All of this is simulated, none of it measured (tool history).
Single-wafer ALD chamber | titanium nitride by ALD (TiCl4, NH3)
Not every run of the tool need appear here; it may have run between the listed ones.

run,day,heater temperature setpoint (°C),number of ALD cycles (cycles),NH3 pulse time (s),mean film thickness on the monitor wafer (angstrom)
1,0.000,380,88,2.42,20.050
2,0.196,380,88,2.42,20.036
3,0.500,376,87,2.18,19.662
4,0.521,373,87,1.97,19.442
5,0.642,370,87,1.80,19.063
6,0.817,370,87,2.12,19.386
7,0.908,368,87,1.96,19.162
8,1.083,367,87,1.85,19.020
9,1.429,366,87,1.77,18.991
10,1.650,365,87,1.68,18.735
11,2.004,365,87,1.64,18.757
12,2.192,365,87,1.64,18.705
13,2.317,365,87,1.60,18.613
14,2.650,365,87,1.57,18.598
15,2.712,365,87,1.54,18.601

Forecast run 16:
16,2.912,365,87,1.51,?

{"run 16": {"mean film thickness on the monitor wafer (angstrom)": 18.534}}
